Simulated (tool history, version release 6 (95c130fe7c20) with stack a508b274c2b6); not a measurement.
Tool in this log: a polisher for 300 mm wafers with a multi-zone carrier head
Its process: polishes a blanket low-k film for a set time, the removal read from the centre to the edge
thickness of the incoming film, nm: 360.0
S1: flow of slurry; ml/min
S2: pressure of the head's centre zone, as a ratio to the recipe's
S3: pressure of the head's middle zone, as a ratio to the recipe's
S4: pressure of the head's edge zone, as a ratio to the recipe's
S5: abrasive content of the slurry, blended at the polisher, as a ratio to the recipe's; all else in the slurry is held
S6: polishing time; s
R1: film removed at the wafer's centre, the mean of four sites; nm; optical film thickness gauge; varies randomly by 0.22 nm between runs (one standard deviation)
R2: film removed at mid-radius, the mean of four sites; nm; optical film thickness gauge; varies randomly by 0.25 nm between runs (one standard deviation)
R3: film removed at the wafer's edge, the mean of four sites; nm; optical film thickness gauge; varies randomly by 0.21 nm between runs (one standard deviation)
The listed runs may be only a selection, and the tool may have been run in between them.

Run 1, hour 0: S1 300 ml/min, S2 1, S3 1, S4 1, S5 1, S6 66 s. Result: R1 23.945 nm, R2 23.933 nm, R3 23.603 nm.
Run 2, hour 6: S1 300 ml/min, S2 0.93, S3 1, S4 1, S5 1, S6 66 s. Result: R1 22.48 nm, R2 24.07 nm, R3 23.47 nm.
Run 3, hour 7.2: S1 320 ml/min, S2 1.01, S3 0.98, S4 1.01, S5 1, S6 66 s. Result: R1 24.846 nm, R2 23.741 nm, R3 23.911 nm.
Run 4, hour 14.3: S1 320 ml/min, S2 1.01, S3 0.98, S4 1.01, S5 1, S6 50 s. Result: R1 18.698 nm, R2 17.984 nm, R3 18.18 nm.
Run 5, hour 16.6: S1 390 ml/min, S2 1.01, S3 0.98, S4 1.01, S5 1, S6 50 s. Result: R1 18.869 nm, R2 18.067 nm, R3 18.445 nm.
Run 6, hour 18.1: S1 390 ml/min, S2 1.06, S3 0.98, S4 1.03, S5 1.15, S6 51 s. Result: R1 21.319 nm, R2 19.469 nm, R3 19.811 nm.
Run 7, hour 21.7: S1 390 ml/min, S2 1.06, S3 0.98, S4 1.03, S5 1.15, S6 51 s. Result: R1 20.879 nm, R2 19.497 nm, R3 19.619 nm.
Run 8, hour 28.7: S1 390 ml/min, S2 1.1, S3 0.95, S4 1.04, S5 1.25, S6 54 s. Result: R1 23.819 nm, R2 20.526 nm, R3 21.788 nm.
Run 9, hour 31.7: S1 390 ml/min, S2 1.13, S3 0.95, S4 1.04, S5 1.35, S6 55 s. Result: R1 25.569 nm, R2 21.725 nm, R3 22.571 nm.
Run 10, hour 35.7: S1 390 ml/min, S2 1.15, S3 0.95, S4 1.05, S5 1.4, S6 56 s. Result: R1 26.977 nm, R2 22.196 nm, R3 23.243 nm.
Run 11, hour 43: S1 390 ml/min, S2 1.16, S3 0.95, S4 1.07, S5 1.45, S6 56 s. Result: R1 27.988 nm, R2 22.297 nm, R3 23.576 nm.

Predict the results of run 12:
Run 12, hour 47.2: S1 395 ml/min, S2 1.15, S3 0.95, S4 1.08, S5 1.45, S6 57 s. Result: R1 ?, R2 ?, R3 ?.

R1: 28.112 nm
R2: 23.271 nm
R3: 24.156 nm
